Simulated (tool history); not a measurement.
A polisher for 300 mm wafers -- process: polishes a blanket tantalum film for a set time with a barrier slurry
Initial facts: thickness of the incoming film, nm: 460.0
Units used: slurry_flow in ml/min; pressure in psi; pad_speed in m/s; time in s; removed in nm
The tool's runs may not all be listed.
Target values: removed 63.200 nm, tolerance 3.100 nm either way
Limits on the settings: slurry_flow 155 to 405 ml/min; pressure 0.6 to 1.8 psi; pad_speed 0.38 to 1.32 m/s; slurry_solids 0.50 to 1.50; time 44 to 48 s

run 1 hour=0.0 | slurry_flow=260 pressure=1.2 pad_speed=0.84 slurry_solids=1.00 time=48 | removed=42.798
run 2 hour=2.1 | slurry_flow=260 pressure=1.3 pad_speed=0.84 slurry_solids=1.00 time=48 | removed=46.638
run 3 hour=2.7 | slurry_flow=260 pressure=1.3 pad_speed=0.84 slurry_solids=1.00 time=44 | removed=42.357
run 4 hour=11.1 | slurry_flow=260 pressure=1.4 pad_speed=0.86 slurry_solids=1.00 time=44 | removed=46.996
-- hour=18.8 slurry nozzle cleaned
run 5 hour=18.8 | slurry_flow=260 pressure=1.2 pad_speed=0.86 slurry_solids=1.00 time=44 | removed=42.360
run 6 hour=26.6 | slurry_flow=260 pressure=1.2 pad_speed=0.86 slurry_solids=1.10 time=44 | removed=43.605
run 7 hour=31.6 | slurry_flow=260 pressure=1.3 pad_speed=0.88 slurry_solids=1.10 time=44 | removed=49.005
run 8 hour=39.4 | slurry_flow=260 pressure=1.4 pad_speed=0.88 slurry_solids=1.10 time=44 | removed=51.480
run 9 hour=47.0 | slurry_flow=260 pressure=1.5 pad_speed=0.88 slurry_solids=1.10 time=44 | removed=54.671
run 10 hour=48.5 | slurry_flow=260 pressure=1.6 pad_speed=0.88 slurry_solids=1.10 time=44 | removed=58.435

5 candidate next runs follow, results not yet known. Just one meets every target within its allowed miss. Identify it.
run A hour=50.0 | slurry_flow=270 pressure=1.6 pad_speed=1.02 slurry_solids=1.10 time=45 | removed=?
run B hour=50.0 | slurry_flow=310 pressure=1.4 pad_speed=1.02 slurry_solids=1.20 time=44 | removed=?
run C hour=50.0 | slurry_flow=210 pressure=1.6 pad_speed=1.02 slurry_solids=1.05 time=48 | removed=?
run D hour=50.0 | slurry_flow=260 pressure=1.7 pad_speed=0.92 slurry_solids=1.15 time=48 | removed=?
run E hour=50.0 | slurry_flow=320 pressure=1.8 pad_speed=0.90 slurry_solids=1.10 time=44 | removed=?

move=A removed=69.600
move=B removed=62.296
move=C removed=70.915
move=D removed=71.778
move=E removed=68.579
A: the result that was furthest off in the last run now lies on the other side of its target
B: all results in spec
C: the result that was furthest off in the last run now lies on the other side of its target
D: the result that was furthest off in the last run now lies on the other side of its target
E: the result that was furthest off in the last run now lies on the other side of its target
B is the move that brings every result within its allowed miss.

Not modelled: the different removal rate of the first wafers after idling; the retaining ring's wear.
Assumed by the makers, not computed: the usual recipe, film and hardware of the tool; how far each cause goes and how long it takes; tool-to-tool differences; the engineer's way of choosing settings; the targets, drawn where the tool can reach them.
